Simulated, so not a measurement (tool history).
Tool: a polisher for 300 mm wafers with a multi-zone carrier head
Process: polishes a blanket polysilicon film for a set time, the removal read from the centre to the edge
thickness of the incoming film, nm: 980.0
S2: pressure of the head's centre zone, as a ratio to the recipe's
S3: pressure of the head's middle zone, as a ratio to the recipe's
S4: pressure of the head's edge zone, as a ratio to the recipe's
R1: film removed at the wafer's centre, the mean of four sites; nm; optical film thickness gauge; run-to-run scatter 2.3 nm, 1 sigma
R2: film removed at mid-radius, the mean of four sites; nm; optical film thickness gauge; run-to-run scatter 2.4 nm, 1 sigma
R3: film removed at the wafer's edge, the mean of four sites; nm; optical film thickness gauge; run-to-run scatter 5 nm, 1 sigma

run 1 hour=0.0 | flow_of_slurry_(ml/min)=275 S2=1.00 S3=1.00 S4=1.00 polishing_time_(s)=44 | R1=244.29 R2=262.53 R3=274.53
run 2 hour=1.8 | flow_of_slurry_(ml/min)=285 S2=1.02 S3=1.02 S4=1.01 polishing_time_(s)=45 | R1=254.64 R2=276.86 R3=274.85
run 3 hour=5.7 | flow_of_slurry_(ml/min)=285 S2=1.02 S3=1.02 S4=0.94 polishing_time_(s)=45 | R1=252.84 R2=271.13 R3=267.45
run 4 hour=8.0 | flow_of_slurry_(ml/min)=285 S2=1.03 S3=1.03 S4=0.96 polishing_time_(s)=46 | R1=263.79 R2=280.70 R3=282.52
run 5 hour=11.5 | flow_of_slurry_(ml/min)=285 S2=1.03 S3=1.03 S4=0.96 polishing_time_(s)=55 | R1=312.16 R2=342.40 R3=341.10
run 6 hour=19.1 | flow_of_slurry_(ml/min)=350 S2=1.03 S3=1.03 S4=0.96 polishing_time_(s)=55 | R1=319.84 R2=344.56 R3=337.11
-- hour=22.0 centre zone pressure recalibrated
run 7 hour=22.0 | flow_of_slurry_(ml/min)=350 S2=1.04 S3=1.04 S4=0.96 polishing_time_(s)=55 | R1=364.72 R2=345.19 R3=350.40
run 8 hour=25.5 | flow_of_slurry_(ml/min)=345 S2=1.04 S3=1.05 S4=0.95 polishing_time_(s)=55 | R1=366.22 R2=349.20 R3=339.78
run 9 hour=30.5 | flow_of_slurry_(ml/min)=335 S2=1.04 S3=1.06 S4=0.95 polishing_time_(s)=55 | R1=366.37 R2=350.66 R3=342.24
run 10 hour=33.7 | flow_of_slurry_(ml/min)=320 S2=1.03 S3=1.07 S4=0.94 polishing_time_(s)=55 | R1=358.59 R2=347.69 R3=333.99
run 11 hour=38.0 | flow_of_slurry_(ml/min)=305 S2=1.02 S3=1.08 S4=0.94 polishing_time_(s)=55 | R1=349.79 R2=351.52 R3=335.92

The next listed run, before its measurement:
run 12 hour=43.5 | flow_of_slurry_(ml/min)=295 S2=1.02 S3=1.09 S4=0.94 polishing_time_(s)=55 | R1=? R2=? R3=?

Run 12 came out at R1 352.92 nm, R2 355.28 nm, R3 325.80 nm.

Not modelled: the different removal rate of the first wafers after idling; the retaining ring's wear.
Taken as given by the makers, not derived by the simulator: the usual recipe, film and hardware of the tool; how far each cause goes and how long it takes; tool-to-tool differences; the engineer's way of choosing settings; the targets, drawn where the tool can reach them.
